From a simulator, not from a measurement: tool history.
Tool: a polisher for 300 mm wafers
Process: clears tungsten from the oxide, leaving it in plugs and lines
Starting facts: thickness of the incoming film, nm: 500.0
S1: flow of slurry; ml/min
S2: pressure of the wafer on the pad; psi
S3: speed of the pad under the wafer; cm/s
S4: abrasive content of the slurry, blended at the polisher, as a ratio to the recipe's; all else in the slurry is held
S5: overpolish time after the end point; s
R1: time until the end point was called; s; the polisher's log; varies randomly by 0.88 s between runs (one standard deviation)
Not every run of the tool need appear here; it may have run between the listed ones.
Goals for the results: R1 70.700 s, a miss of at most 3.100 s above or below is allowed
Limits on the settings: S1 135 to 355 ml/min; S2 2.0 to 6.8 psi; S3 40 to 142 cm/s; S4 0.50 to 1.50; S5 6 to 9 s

run 1 hour=0.0 | S1=225 S2=4.4 S3=90 S4=1.00 S5=9 | R1=103.140
run 2 hour=4.2 | S1=175 S2=4.4 S3=90 S4=1.00 S5=9 | R1=106.480
run 3 hour=5.8 | S1=225 S2=4.4 S3=90 S4=1.00 S5=9 | R1=101.470
run 4 hour=11.9 | S1=225 S2=4.4 S3=90 S4=0.85 S5=9 | R1=108.780
run 5 hour=15.1 | S1=200 S2=4.4 S3=90 S4=0.85 S5=9 | R1=111.390
run 6 hour=21.4 | S1=200 S2=4.4 S3=90 S4=1.00 S5=9 | R1=105.520
run 7 hour=24.2 | S1=200 S2=5.6 S3=92 S4=1.00 S5=9 | R1=83.880
run 8 hour=26.4 | S1=205 S2=5.8 S3=92 S4=1.00 S5=9 | R1=79.012
run 9 hour=31.3 | S1=210 S2=5.9 S3=92 S4=1.00 S5=9 | R1=76.365
run 10 hour=39.0 | S1=215 S2=6.0 S3=92 S4=1.00 S5=9 | R1=75.596
run 11 hour=43.2 | S1=220 S2=6.1 S3=92 S4=1.00 S5=9 | R1=74.208

Consider the 4 candidate settings below. Which is the only one whose results all fall within their allowed miss of target?
run A hour=47.4 | S1=215 S2=6.6 S3=84 S4=0.95 S5=9 | R1=?
run B hour=47.4 | S1=195 S2=5.8 S3=94 S4=0.90 S5=9 | R1=?
run C hour=47.4 | S1=200 S2=6.2 S3=94 S4=1.10 S5=8 | R1=?
run D hour=47.4 | S1=255 S2=6.8 S3=68 S4=1.20 S5=9 | R1=?

move=A R1=76.559
move=B R1=79.783
move=C R1=70.692
move=D R1=83.870
A: the biggest miss grows against the last run
B: the biggest miss grows against the last run
C: in spec on every target
D: the biggest miss grows against the last run
The move that meets every target is C.
